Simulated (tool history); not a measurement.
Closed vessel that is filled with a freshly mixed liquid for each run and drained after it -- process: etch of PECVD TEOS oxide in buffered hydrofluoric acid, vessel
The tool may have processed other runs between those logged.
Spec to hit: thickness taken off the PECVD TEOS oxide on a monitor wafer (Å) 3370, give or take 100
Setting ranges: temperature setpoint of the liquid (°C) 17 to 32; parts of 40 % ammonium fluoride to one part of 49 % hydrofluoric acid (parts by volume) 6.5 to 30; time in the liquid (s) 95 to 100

run  hour  temperature setpoint of the liquid (°C)  parts of 40 % ammonium fluoride to one part of 49 % hydrofluoric acid (parts by volume)  time in the liquid (s)  thickness taken off the PECVD TEOS oxide on a monitor wafer (Å)
  1     0                                       25                                                                                     18.5                      95                                                           1222.2
  2   2.5                                       25                                                                                     18.5                     100                                                           1280.5
  3    11                                       25                                                                                       23                     100                                                           1083.6
  4  14.8                                       22                                                                                       23                     100                                                           922.25
  5  23.7                                     24.5                                                                                     19.5                     100                                                           1189.7
  6  27.4                                       26                                                                                     16.5                     100                                                           1519.9
  7  31.3                                     27.5                                                                                       14                     100                                                           1933.8
  8  38.2                                     28.5                                                                                       13                     100                                                           2201.7
  9  40.4                                     29.5                                                                                       12                     100                                                           2492.7
 10    49                                       30                                                                                     11.5                     100                                                           2690.9
 11  56.9                                       32                                                                                        9                     100                                                           3627.8
 12  63.4                                     31.5                                                                                        9                     100                                                           3561.5

4 candidate next runs follow, results not yet known. Just one meets every target within its allowed miss. Identify it.
  A  69.9                                     31.5                                                                                        9                      95                                                                ?
  B  69.9                                       29                                                                                        8                     100                                                                ?
  C  69.9                                     30.5                                                                                        9                      95                                                                ?
  D  69.9                                       31                                                                                      8.5                     100                                                                ?

move  thickness taken off the PECVD TEOS oxide on a monitor wafer (Å)
   A                                                           3373.4
   B                                                           3539.7
   C                                                           3202.3
   D                                                             3681
A: every result within its allowed miss
B: gains on the last run, yet a result remains outside its allowed miss
C: carries the result that was furthest off beyond its target, to the other side
D: misses by more than the last run did
Move A is the one to make.

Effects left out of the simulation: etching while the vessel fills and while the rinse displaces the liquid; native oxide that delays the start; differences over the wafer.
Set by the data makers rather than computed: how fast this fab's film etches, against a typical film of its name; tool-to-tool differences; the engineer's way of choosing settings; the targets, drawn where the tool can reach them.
